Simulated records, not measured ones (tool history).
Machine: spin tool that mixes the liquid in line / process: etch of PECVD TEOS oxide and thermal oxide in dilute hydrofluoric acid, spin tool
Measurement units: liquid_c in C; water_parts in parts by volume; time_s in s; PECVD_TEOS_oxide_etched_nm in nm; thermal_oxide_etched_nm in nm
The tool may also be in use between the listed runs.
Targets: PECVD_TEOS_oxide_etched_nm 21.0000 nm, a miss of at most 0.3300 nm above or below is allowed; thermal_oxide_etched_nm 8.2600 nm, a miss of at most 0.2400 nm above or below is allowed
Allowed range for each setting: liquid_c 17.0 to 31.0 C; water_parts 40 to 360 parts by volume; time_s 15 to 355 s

run  hour  liquid_c  water_parts  time_s  PECVD_TEOS_oxide_etched_nm  thermal_oxide_etched_nm
  1   0.0      23.0          200     180                      8.7892                   3.3965
  2   5.8      23.0          200     255                     12.3340                   4.8611
  3   7.9      25.5          185     255                     14.8710                   5.8837
  4  16.6      27.0          175     255                     16.7080                   6.6450
  5  22.9      23.5          175     255                     14.8220                   5.9154
  6  28.6      23.5          175     220                     12.8060                   5.0402
  7  33.4      26.0          165     220                     15.0900                   5.9782
  8  40.0      27.5          160     220                     16.4660                   6.4671
  9  48.6      28.5          155     220                     17.7250                   6.9925
 10  52.4      31.0          140     220                     21.8480                   8.5857
 11  54.0      30.5          140     220                     21.6980                   8.4742

Pick the move, out of 4, that brings all results within their allowed miss; only one does.
  A  55.6      31.0          105     160                           ?                        ?
  B  55.6      31.0          120     175                           ?                        ?
  C  55.6      27.5          120     195                           ?                        ?
  D  55.6      28.5          140     225                           ?                        ?

move  PECVD_TEOS_oxide_etched_nm  thermal_oxide_etched_nm
   A                     22.3100                   8.5930
   B                     20.9020                   8.0507
   C                     20.4530                   7.8777
   D                     20.4620                   7.8813
A: misses by more than the last run did
B: in spec on every target
C: moves the result that the last run missed by most past its target, out the other side
D: moves the result that the last run missed by most past its target, out the other side
So the answer is move B, the one that meets all the targets.
